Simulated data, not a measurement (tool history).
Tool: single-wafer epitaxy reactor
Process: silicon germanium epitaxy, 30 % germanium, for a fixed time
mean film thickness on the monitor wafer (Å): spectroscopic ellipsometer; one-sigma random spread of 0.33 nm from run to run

| run | day | wafer temperature setpoint (pyrometer-controlled) (K) | chamber pressure (mTorr) | mean film thickness on the monitor wafer (Å) |
|---|---|---|---|---|
| 1 | 0 | 873.15 | 20800 | 531.6 |
| 2 | 0.346 | 874.15 | 20800 | 544.94 |
| 3 | 0.704 | 874.15 | 23900 | 575.4 |
| 4 | 1.012 | 874.15 | 26300 | 601.13 |
| 5 | 1.296 | 884.15 | 26300 | 702.2 |
| 6 | 1.371 | 889.15 | 26300 | 757.19 |
|  | 1.479 | pyrometer calibrated |
| 7 | 1.479 | 887.15 | 26300 | 787.6 |
| 8 | 1.542 | 886.15 | 26300 | 771.94 |
| 9 | 1.7 | 885.15 | 26300 | 756.89 |
| 10 | 1.879 | 884.15 | 26300 | 745.85 |
| 11 | 2.142 | 883.15 | 26300 | 735.19 |
| 12 | 2.346 | 882.15 | 26300 | 713.59 |

For run 13, what comes out?
| 13 | 2.512 | 881.15 | 26300 | ? |

mean film thickness on the monitor wafer (Å): 708.37
